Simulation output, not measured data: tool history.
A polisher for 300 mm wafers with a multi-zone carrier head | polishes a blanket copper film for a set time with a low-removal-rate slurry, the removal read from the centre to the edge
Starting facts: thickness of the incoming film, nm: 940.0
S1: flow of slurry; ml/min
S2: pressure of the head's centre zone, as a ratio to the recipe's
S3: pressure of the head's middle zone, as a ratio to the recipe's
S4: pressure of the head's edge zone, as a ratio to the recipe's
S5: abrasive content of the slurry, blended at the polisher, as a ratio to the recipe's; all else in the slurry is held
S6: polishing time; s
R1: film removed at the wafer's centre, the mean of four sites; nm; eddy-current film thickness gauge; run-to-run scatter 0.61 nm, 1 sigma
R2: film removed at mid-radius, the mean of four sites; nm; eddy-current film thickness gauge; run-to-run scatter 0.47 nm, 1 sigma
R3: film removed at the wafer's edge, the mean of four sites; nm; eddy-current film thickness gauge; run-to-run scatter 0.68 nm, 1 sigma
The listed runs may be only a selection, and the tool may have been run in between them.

run 1 hour=0.0 | S1=125 S2=1.00 S3=1.00 S4=1.00 S5=1.00 S6=43 | R1=94.536 R2=95.539 R3=94.552
run 2 hour=5.9 | S1=125 S2=1.00 S3=1.00 S4=1.04 S5=1.00 S6=43 | R1=92.660 R2=95.740 R3=99.533
run 3 hour=11.0 | S1=125 S2=1.00 S3=1.00 S4=1.04 S5=1.10 S6=43 | R1=96.504 R2=97.988 R3=99.655
run 4 hour=12.5 | S1=125 S2=1.00 S3=0.94 S4=1.04 S5=1.10 S6=43 | R1=96.412 R2=93.667 R3=100.990
run 5 hour=16.8 | S1=115 S2=1.00 S3=0.92 S4=1.01 S5=1.05 S6=43 | R1=91.937 R2=88.983 R3=96.783
run 6 hour=21.2 | S1=110 S2=1.01 S3=0.90 S4=0.98 S5=1.05 S6=43 | R1=93.585 R2=85.414 R3=94.116
run 7 hour=23.4 | S1=105 S2=1.01 S3=0.90 S4=0.96 S5=1.05 S6=43 | R1=92.317 R2=85.187 R3=93.471
run 8 hour=26.8 | S1=100 S2=1.01 S3=0.89 S4=0.93 S5=1.00 S6=43 | R1=90.017 R2=81.578 R3=89.373
run 9 hour=28.1 | S1=95 S2=1.01 S3=0.89 S4=0.91 S5=1.00 S6=43 | R1=88.276 R2=80.000 R3=87.694
run 10 hour=29.4 | S1=90 S2=1.01 S3=0.89 S4=0.89 S5=1.00 S6=43 | R1=85.933 R2=80.306 R3=85.132
run 11 hour=30.6 | S1=90 S2=1.02 S3=0.88 S4=0.88 S5=1.00 S6=43 | R1=87.123 R2=79.522 R3=84.095
run 12 hour=31.3 | S1=90 S2=1.02 S3=0.87 S4=0.88 S5=1.00 S6=43 | R1=86.846 R2=78.672 R3=84.349
run 13 hour=35.8 | S1=90 S2=1.03 S3=0.87 S4=0.87 S5=1.00 S6=43 | R1=87.383 R2=78.855 R3=84.362
run 14 hour=42.5 | S1=90 S2=1.03 S3=0.87 S4=0.87 S5=1.00 S6=43 | R1=86.995 R2=77.927 R3=85.290
run 15 hour=50.3 | S1=90 S2=1.04 S3=0.87 S4=0.86 S5=1.00 S6=43 | R1=89.900 R2=78.644 R3=85.442
run 16 hour=58.8 | S1=90 S2=1.04 S3=0.87 S4=0.85 S5=1.00 S6=43 | R1=88.622 R2=78.910 R3=84.385

What will run 17 give?
run 17 hour=61.9 | S1=90 S2=1.04 S3=0.87 S4=0.84 S5=1.00 S6=43 | R1=? R2=? R3=?

For run 17 the tool returned R1 89.467 nm, R2 78.672 nm, R3 84.376 nm.
